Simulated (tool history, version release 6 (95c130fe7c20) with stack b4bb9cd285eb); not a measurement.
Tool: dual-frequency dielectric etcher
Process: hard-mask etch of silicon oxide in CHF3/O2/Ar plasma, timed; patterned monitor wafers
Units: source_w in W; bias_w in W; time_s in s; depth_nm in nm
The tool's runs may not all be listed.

{"run": 1, "day": 0.0, "source_w": 740, "bias_w": 229, "time_s": 17, "depth_nm": 40.267}
{"run": 2, "day": 0.225, "source_w": 740, "bias_w": 266, "time_s": 17, "depth_nm": 42.873}
{"run": 3, "day": 0.475, "source_w": 840, "bias_w": 266, "time_s": 17, "depth_nm": 44.827}
{"run": 4, "day": 0.575, "source_w": 900, "bias_w": 266, "time_s": 17, "depth_nm": 46.068}
{"run": 5, "day": 0.942, "source_w": 850, "bias_w": 256, "time_s": 17, "depth_nm": 44.353}
{"run": 6, "day": 1.171, "source_w": 850, "bias_w": 256, "time_s": 17, "depth_nm": 44.677}
{"run": 7, "day": 1.533, "source_w": 800, "bias_w": 249, "time_s": 17, "depth_nm": 43.184}

Forecast run 8:
{"run": 8, "day": 1.667, "source_w": 760, "bias_w": 241, "time_s": 17, "depth_nm": "?"}

depth_nm: 41.861 nm
